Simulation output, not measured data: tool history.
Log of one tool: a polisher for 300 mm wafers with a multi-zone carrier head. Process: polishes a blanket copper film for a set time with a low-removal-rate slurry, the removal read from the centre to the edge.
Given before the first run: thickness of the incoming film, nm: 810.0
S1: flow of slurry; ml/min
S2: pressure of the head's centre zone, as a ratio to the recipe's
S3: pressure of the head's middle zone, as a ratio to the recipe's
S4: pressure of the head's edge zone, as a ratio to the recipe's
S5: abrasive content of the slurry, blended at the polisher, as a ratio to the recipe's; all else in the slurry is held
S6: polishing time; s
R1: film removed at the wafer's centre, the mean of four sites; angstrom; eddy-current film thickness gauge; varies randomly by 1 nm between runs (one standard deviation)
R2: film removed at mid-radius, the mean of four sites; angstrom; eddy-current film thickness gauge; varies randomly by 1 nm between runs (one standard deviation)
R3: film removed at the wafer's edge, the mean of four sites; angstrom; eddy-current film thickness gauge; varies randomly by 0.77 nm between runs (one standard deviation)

run 1 hour=0.0 | S1=280 S2=1.00 S3=1.00 S4=1.00 S5=1.00 S6=45 | R1=1500.40 R2=1485.70 R3=1485.00
run 2 hour=1.4 | S1=280 S2=1.01 S3=1.00 S4=0.98 S5=0.95 S6=42 | R1=1399.30 R2=1365.30 R3=1375.40
run 3 hour=7.9 | S1=280 S2=1.02 S3=1.01 S4=0.97 S5=0.90 S6=39 | R1=1289.30 R2=1291.50 R3=1263.50
run 4 hour=16.0 | S1=280 S2=1.03 S3=1.01 S4=0.96 S5=0.85 S6=37 | R1=1239.50 R2=1213.80 R3=1183.60
run 5 hour=17.8 | S1=280 S2=1.04 S3=1.01 S4=0.95 S5=0.80 S6=35 | R1=1141.00 R2=1136.50 R3=1092.70
run 6 hour=19.5 | S1=280 S2=1.04 S3=1.01 S4=0.95 S5=0.95 S6=35 | R1=1169.90 R2=1184.60 R3=1151.80
run 7 hour=20.6 | S1=280 S2=1.05 S3=1.00 S4=0.94 S5=0.90 S6=34 | R1=1150.40 R2=1127.60 R3=1086.80
run 8 hour=22.3 | S1=280 S2=1.05 S3=1.00 S4=0.94 S5=0.90 S6=34 | R1=1151.10 R2=1135.60 R3=1093.70
run 9 hour=25.1 | S1=280 S2=1.05 S3=0.99 S4=0.93 S5=0.85 S6=33 | R1=1122.10 R2=1073.80 R3=1042.00
run 10 hour=29.5 | S1=280 S2=1.04 S3=0.99 S4=0.92 S5=0.80 S6=32 | R1=1047.70 R2=1036.70 R3=998.33
run 11 hour=32.5 | S1=280 S2=1.04 S3=0.98 S4=0.91 S5=0.75 S6=32 | R1=1046.20 R2=1002.80 R3=979.84
run 12 hour=37.3 | S1=280 S2=1.04 S3=0.99 S4=0.82 S5=0.50 S6=25 | R1=790.09 R2=767.10 R3=702.17
run 13 hour=44.8 | S1=285 S2=1.05 S3=0.99 S4=0.83 S5=0.50 S6=25 | R1=808.06 R2=757.11 R3=713.58
run 14 hour=52.9 | S1=290 S2=1.05 S3=1.00 S4=0.84 S5=0.50 S6=25 | R1=803.62 R2=758.69 R3=712.98
run 15 hour=61.8 | S1=290 S2=1.05 S3=1.00 S4=0.85 S5=0.50 S6=25 | R1=805.09 R2=754.02 R3=720.16
run 16 hour=65.9 | S1=290 S2=1.07 S3=1.02 S4=0.87 S5=0.60 S6=25 | R1=832.50 R2=797.55 R3=736.33

Estimate the outcome of run 17 from the log above:
run 17 hour=68.8 | S1=290 S2=1.08 S3=1.01 S4=0.89 S5=0.65 S6=25 | R1=? R2=? R3=?

Run 17 came out at R1 834.28 angstrom, R2 809.53 angstrom, R3 754.42 angstrom.
